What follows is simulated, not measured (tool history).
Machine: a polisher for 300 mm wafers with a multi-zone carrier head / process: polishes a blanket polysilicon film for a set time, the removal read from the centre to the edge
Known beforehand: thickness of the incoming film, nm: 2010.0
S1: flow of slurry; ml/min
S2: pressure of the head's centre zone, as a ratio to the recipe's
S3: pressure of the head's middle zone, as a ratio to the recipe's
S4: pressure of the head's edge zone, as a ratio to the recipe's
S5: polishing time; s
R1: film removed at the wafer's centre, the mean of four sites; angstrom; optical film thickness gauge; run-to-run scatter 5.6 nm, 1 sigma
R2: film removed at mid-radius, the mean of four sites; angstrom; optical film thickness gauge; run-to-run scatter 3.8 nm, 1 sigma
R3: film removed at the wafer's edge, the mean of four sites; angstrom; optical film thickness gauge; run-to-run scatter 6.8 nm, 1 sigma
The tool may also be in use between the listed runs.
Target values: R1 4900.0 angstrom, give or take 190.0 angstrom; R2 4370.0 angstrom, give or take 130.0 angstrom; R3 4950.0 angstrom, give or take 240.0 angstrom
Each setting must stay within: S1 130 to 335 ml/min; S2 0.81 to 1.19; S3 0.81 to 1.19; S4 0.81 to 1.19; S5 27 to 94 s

run,hour,S1,S2,S3,S4,S5,R1,R2,R3
1,0.0,215,1.00,1.00,1.00,60,5856.6,5610.3,5713.1
2,1.4,210,0.99,0.98,0.99,59,5718.4,5319.6,5611.4
3,9.4,210,0.99,0.98,0.99,45,4326.7,4140.4,4301.9
4,12.9,215,1.00,0.98,1.01,45,4374.6,4058.2,4401.5
5,20.2,215,1.00,0.98,0.93,45,4373.4,4087.3,4167.0
6,27.8,220,1.01,0.98,0.95,45,4488.5,4059.2,4205.0
7,29.6,225,1.01,0.98,0.97,45,4426.7,4117.1,4154.9
8,32.7,215,1.02,0.98,0.98,46,4623.2,4197.4,4378.5
9,35.5,210,1.02,0.98,1.00,46,4601.9,4120.4,4393.2
10,36.7,210,1.02,0.98,1.01,46,4539.2,4200.9,4482.8
11,39.9,210,1.03,0.98,1.02,46,4660.8,4156.5,4407.0
12,46.5,210,1.03,0.98,1.02,46,4572.7,4217.7,4367.4

Below are 5 possible settings for the next run. Only one of them brings all results inside the allowed miss of their targets. Which is it?
A,53.1,245,1.11,1.04,0.94,44,?,?,?
B,53.1,170,1.00,0.93,1.04,52,?,?,?
C,53.1,200,0.90,0.94,1.06,50,?,?,?
D,53.1,240,0.81,1.04,1.15,48,?,?,?
E,53.1,215,1.08,1.05,1.02,46,?,?,?

move,R1,R2,R3
A,4762.7,4222.1,4145.6
B,4814.0,4467.4,4978.4
C,4265.0,4419.2,4909.5
D,3772.3,4601.5,4986.2
E,4764.7,4374.3,4456.6
A: misses by more than the last run did
B: meets every target
C: meets the target for the result that was furthest off, but another lies outside its allowed miss
D: meets the target for the result that was furthest off, but another lies outside its allowed miss
E: gains on the last run, yet a result remains outside its allowed miss
Move B is the one to make.

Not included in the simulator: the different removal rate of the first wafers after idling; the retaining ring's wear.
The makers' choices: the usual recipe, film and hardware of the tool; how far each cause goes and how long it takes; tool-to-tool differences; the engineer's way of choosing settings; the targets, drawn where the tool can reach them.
